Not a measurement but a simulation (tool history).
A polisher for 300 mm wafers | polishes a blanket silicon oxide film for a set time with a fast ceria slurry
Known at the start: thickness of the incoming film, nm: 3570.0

| run | hour | flow of slurry (ml/min) | pressure of the wafer on the pad (kPa) | speed of the pad under the wafer (cm/s) | polishing time (s) | film removed (nm) |
|---|---|---|---|---|---|---|
| 1 | 0.0 | 220 | 23.4 | 90 | 52 | 729.31 |
| 2 | 5.4 | 220 | 23.4 | 90 | 52 | 735.03 |
| 3 | 9.4 | 220 | 21.4 | 90 | 52 | 663.93 |
| 4 | 13.8 | 220 | 24.8 | 90 | 52 | 755.79 |
| 5 | 16.7 | 220 | 24.8 | 90 | 47 | 659.28 |
| 6 | 20.0 | 220 | 22.8 | 90 | 47 | 633.27 |

Run 7 comes next. What will it give?
| 7 | 22.8 | 220 | 21.4 | 90 | 47 | ? |

film removed (nm): 604.57

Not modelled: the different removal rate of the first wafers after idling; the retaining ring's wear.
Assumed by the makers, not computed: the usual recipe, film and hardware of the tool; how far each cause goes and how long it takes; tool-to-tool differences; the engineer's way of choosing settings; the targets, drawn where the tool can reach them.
